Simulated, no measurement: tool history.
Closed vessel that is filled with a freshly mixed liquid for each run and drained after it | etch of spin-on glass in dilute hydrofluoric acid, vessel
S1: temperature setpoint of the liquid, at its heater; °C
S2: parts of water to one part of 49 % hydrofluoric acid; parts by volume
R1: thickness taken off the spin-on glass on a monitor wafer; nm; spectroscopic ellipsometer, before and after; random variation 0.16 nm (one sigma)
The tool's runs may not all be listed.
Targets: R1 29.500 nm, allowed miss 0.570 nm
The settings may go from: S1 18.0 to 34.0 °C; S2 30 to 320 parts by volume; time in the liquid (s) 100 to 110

Run 1, hour 0.0: S1 26.0 °C, S2 175 parts by volume, time in the liquid (s) 100. Result: R1 18.981 nm.
Run 2, hour 7.9: S1 26.0 °C, S2 175 parts by volume, time in the liquid (s) 100. Result: R1 18.965 nm.
Run 3, hour 12.3: S1 26.0 °C, S2 230 parts by volume, time in the liquid (s) 100. Result: R1 13.694 nm.
Run 4, hour 14.0: S1 26.0 °C, S2 290 parts by volume, time in the liquid (s) 100. Result: R1 10.039 nm.
Run 5, hour 23.2: S1 26.0 °C, S2 290 parts by volume, time in the liquid (s) 100. Result: R1 10.052 nm.
Run 6, hour 28.4: S1 26.0 °C, S2 290 parts by volume, time in the liquid (s) 110. Result: R1 11.063 nm.
Run 7, hour 36.8: S1 30.0 °C, S2 220 parts by volume, time in the liquid (s) 110. Result: R1 18.194 nm.
Run 8, hour 45.9: S1 34.0 °C, S2 150 parts by volume, time in the liquid (s) 110. Result: R1 33.350 nm.
Run 9, hour 53.4: S1 33.0 °C, S2 150 parts by volume, time in the liquid (s) 110. Result: R1 32.065 nm.
Run 10, hour 57.0: S1 32.5 °C, S2 150 parts by volume, time in the liquid (s) 110. Result: R1 31.518 nm.
Run 11, hour 62.8: S1 32.0 °C, S2 150 parts by volume, time in the liquid (s) 110. Result: R1 31.221 nm.

4 next moves are on the table. One of them brings every result within its allowed miss. Which?
Run A, hour 68.6: S1 32.5 °C, S2 140 parts by volume, time in the liquid (s) 100. Result: R1 ?.
Run B, hour 68.6: S1 32.5 °C, S2 160 parts by volume, time in the liquid (s) 110. Result: R1 ?.
Run C, hour 68.6: S1 29.5 °C, S2 150 parts by volume, time in the liquid (s) 110. Result: R1 ?.
Run D, hour 68.6: S1 33.0 °C, S2 150 parts by volume, time in the liquid (s) 110. Result: R1 ?.

move      R1
   A  31.369
   B  29.368
   C  28.545
   D  32.319
A: further off than the last run
B: meets every target
C: takes the result that was furthest off past its target
D: further off than the last run
Answer: B

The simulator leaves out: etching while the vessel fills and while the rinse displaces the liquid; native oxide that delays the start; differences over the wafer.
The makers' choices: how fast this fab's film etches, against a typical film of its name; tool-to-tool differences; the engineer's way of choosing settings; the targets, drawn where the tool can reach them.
